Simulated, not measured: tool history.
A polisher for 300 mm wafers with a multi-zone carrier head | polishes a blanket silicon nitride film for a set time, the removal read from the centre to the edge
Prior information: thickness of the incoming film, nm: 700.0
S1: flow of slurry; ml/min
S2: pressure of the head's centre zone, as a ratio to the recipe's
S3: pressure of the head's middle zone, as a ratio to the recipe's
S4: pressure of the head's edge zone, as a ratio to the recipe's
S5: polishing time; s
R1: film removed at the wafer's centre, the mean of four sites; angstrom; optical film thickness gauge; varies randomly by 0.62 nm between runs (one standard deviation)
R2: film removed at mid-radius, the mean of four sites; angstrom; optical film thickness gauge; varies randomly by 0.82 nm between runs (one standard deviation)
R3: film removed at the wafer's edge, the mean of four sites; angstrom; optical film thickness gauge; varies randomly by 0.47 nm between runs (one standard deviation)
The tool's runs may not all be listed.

| run | hour | S1 | S2 | S3 | S4 | S5 | R1 | R2 | R3 |
|---|---|---|---|---|---|---|---|---|---|
| 1 | 0.0 | 305 | 1.00 | 1.00 | 1.00 | 50 | 873.07 | 898.53 | 878.31 |
| 2 | 3.7 | 305 | 1.00 | 1.00 | 1.06 | 50 | 869.50 | 895.97 | 898.17 |
| 3 | 5.3 | 305 | 0.99 | 1.01 | 1.02 | 46 | 806.37 | 828.98 | 799.00 |
| 4 | 12.8 | 300 | 0.96 | 1.01 | 0.99 | 44 | 749.84 | 784.08 | 766.30 |
| 5 | 14.1 | 300 | 0.96 | 1.01 | 0.96 | 44 | 757.30 | 782.31 | 757.55 |
| 6 | 18.2 | 300 | 0.96 | 1.01 | 1.03 | 44 | 741.51 | 794.05 | 788.94 |
| 7 | 21.8 | 300 | 0.94 | 1.03 | 0.99 | 42 | 702.20 | 764.17 | 723.40 |

For run 8, what comes out?
| 8 | 27.2 | 300 | 0.92 | 1.04 | 0.96 | 41 | ? | ? | ? |

Run 8 gave R1 660.09 angstrom, R2 751.90 angstrom, R3 697.45 angstrom.
